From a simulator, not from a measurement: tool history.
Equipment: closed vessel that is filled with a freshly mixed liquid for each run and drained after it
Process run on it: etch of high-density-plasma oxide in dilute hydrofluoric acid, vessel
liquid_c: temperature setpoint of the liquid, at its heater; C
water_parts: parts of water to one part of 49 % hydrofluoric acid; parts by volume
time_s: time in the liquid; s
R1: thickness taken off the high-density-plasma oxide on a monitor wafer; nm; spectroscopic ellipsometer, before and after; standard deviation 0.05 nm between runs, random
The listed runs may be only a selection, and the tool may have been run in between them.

Run 1, hour 0: liquid_c 26 C, water_parts 125 parts by volume, time_s 160 s. Result: R1 7.8641 nm.
Run 2, hour 3.8: liquid_c 26 C, water_parts 125 parts by volume, time_s 85 s. Result: R1 4.183 nm.
Run 3, hour 8: liquid_c 23 C, water_parts 125 parts by volume, time_s 85 s. Result: R1 3.7051 nm.
Run 4, hour 9.2: liquid_c 23 C, water_parts 125 parts by volume, time_s 160 s. Result: R1 7.0127 nm.
Run 5, hour 11.5: liquid_c 23 C, water_parts 100 parts by volume, time_s 160 s. Result: R1 9.0497 nm.
Run 6, hour 18.2: liquid_c 23 C, water_parts 100 parts by volume, time_s 160 s. Result: R1 9.0096 nm.
Run 7, hour 22: liquid_c 26 C, water_parts 95 parts by volume, time_s 160 s. Result: R1 10.728 nm.

What will run 8 give?
Run 8, hour 28.1: liquid_c 28.5 C, water_parts 95 parts by volume, time_s 160 s. Result: R1 ?.

{"run 8": {"R1": 11.836}}
